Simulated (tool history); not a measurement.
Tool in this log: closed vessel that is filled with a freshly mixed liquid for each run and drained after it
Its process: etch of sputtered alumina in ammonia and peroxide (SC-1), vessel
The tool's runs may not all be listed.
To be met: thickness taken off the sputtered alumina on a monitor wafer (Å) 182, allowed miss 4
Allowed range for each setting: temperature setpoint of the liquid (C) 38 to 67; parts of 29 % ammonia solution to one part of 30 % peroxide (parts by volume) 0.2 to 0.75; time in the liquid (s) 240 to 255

| run | hour | temperature setpoint of the liquid (C) | parts of 29 % ammonia solution to one part of 30 % peroxide (parts by volume) | time in the liquid (s) | thickness taken off the sputtered alumina on a monitor wafer (Å) |
|---|---|---|---|---|---|
| 1 | 0 | 51 | 0.45 | 240 | 165.88 |
| 2 | 7.2 | 51.5 | 0.45 | 240 | 169.92 |
| 3 | 14.6 | 57.5 | 0.45 | 240 | 233.05 |
| 4 | 21.2 | 57.5 | 0.4 | 240 | 232.91 |
| 5 | 29.9 | 57.5 | 0.4 | 255 | 246.48 |
| 6 | 32.7 | 56.5 | 0.4 | 255 | 234.5 |
| 7 | 40.7 | 55.5 | 0.4 | 255 | 221.85 |
| 8 | 49.3 | 55 | 0.4 | 255 | 215.17 |

Which of these 4 next moves meets every target?
| A | 57.9 | 53 | 0.4 | 255 | ? |
| B | 57.9 | 52.5 | 0.45 | 245 | ? |
| C | 57.9 | 51.5 | 0.4 | 240 | ? |
| D | 57.9 | 59 | 0.5 | 240 | ? |

| move | thickness taken off the sputtered alumina on a monitor wafer (Å) |
|---|---|
| A | 193.29 |
| B | 182.8 |
| C | 167.72 |
| D | 255.05 |
A: nearer than the last run, and not there yet
B: all results in spec
C: moves the result that the last run missed by most past its target, out the other side
D: further off than the last run
Correct choice: B, which meets every target

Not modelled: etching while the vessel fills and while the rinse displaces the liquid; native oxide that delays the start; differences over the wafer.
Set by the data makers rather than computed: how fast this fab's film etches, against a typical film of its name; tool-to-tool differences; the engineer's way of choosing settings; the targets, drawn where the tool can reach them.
